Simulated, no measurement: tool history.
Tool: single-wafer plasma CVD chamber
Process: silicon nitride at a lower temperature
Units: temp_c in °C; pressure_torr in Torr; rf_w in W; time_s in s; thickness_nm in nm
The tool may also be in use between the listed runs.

Run 1, hour 0.0: temp_c 330 °C, pressure_torr 1.06 Torr, rf_w 275 W, time_s 31.6 s. Result: thickness_nm 33.150 nm.
Run 2, hour 8.9: temp_c 320 °C, pressure_torr 1.06 Torr, rf_w 275 W, time_s 31.6 s. Result: thickness_nm 33.354 nm.
Run 3, hour 13.4: temp_c 320 °C, pressure_torr 1.06 Torr, rf_w 275 W, time_s 31.6 s. Result: thickness_nm 33.235 nm.
Run 4, hour 20.4: temp_c 320 °C, pressure_torr 1.06 Torr, rf_w 275 W, time_s 30.1 s. Result: thickness_nm 31.666 nm.
Run 5, hour 27.6: temp_c 320 °C, pressure_torr 0.99 Torr, rf_w 275 W, time_s 30.1 s. Result: thickness_nm 31.216 nm.
Run 6, hour 35.8: temp_c 320 °C, pressure_torr 0.99 Torr, rf_w 275 W, time_s 31.6 s. Result: thickness_nm 32.866 nm.
Run 7, hour 43.3: temp_c 320 °C, pressure_torr 1.07 Torr, rf_w 280 W, time_s 31.6 s. Result: thickness_nm 33.782 nm.
Run 8, hour 44.0: temp_c 320 °C, pressure_torr 1.13 Torr, rf_w 280 W, time_s 31.6 s. Result: thickness_nm 34.145 nm.

Run 9 comes next. What will it give?
Run 9, hour 49.5: temp_c 320 °C, pressure_torr 1.19 Torr, rf_w 280 W, time_s 31.6 s. Result: thickness_nm ?.

Run 9 gave thickness_nm 34.626 nm.
